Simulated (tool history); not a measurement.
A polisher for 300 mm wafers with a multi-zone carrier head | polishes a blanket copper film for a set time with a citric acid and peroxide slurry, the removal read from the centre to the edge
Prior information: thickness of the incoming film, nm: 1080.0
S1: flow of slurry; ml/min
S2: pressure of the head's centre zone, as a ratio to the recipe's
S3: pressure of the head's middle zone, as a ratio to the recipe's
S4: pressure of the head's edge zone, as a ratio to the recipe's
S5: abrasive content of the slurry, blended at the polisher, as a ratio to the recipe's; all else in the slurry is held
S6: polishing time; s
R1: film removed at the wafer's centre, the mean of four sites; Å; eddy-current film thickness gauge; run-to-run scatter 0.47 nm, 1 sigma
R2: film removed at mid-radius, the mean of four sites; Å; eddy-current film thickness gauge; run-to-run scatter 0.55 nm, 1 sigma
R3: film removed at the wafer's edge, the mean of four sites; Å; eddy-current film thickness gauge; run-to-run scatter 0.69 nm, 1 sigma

| run | day | S1 | S2 | S3 | S4 | S5 | S6 | R1 | R2 | R3 |
|---|---|---|---|---|---|---|---|---|---|---|
| 1 | 0 | 220 | 1 | 1 | 1 | 1 | 42 | 938.37 | 929.29 | 922.01 |
| 2 | 0.283 | 215 | 0.98 | 1 | 0.98 | 0.95 | 41 | 879.11 | 899.02 | 894.61 |
| 3 | 0.567 | 215 | 0.98 | 1 | 0.98 | 0.95 | 31 | 670.53 | 674.35 | 672 |
| 4 | 0.596 | 215 | 1.02 | 1 | 0.98 | 0.95 | 31 | 690.15 | 674.41 | 653.67 |
| 5 | 0.746 | 215 | 1 | 1.02 | 0.97 | 0.95 | 31 | 687.88 | 685.62 | 666.22 |
| 6 | 0.996 | 210 | 0.98 | 1.04 | 0.96 | 0.95 | 31 | 668.59 | 694.92 | 660.88 |

Expected results for the next run?
| 7 | 1.362 | 210 | 0.97 | 1.05 | 0.96 | 0.95 | 31 | ? | ? | ? |

{"run 7": {"R1": 671.25, "R2": 708.74, "R3": 661.35}}

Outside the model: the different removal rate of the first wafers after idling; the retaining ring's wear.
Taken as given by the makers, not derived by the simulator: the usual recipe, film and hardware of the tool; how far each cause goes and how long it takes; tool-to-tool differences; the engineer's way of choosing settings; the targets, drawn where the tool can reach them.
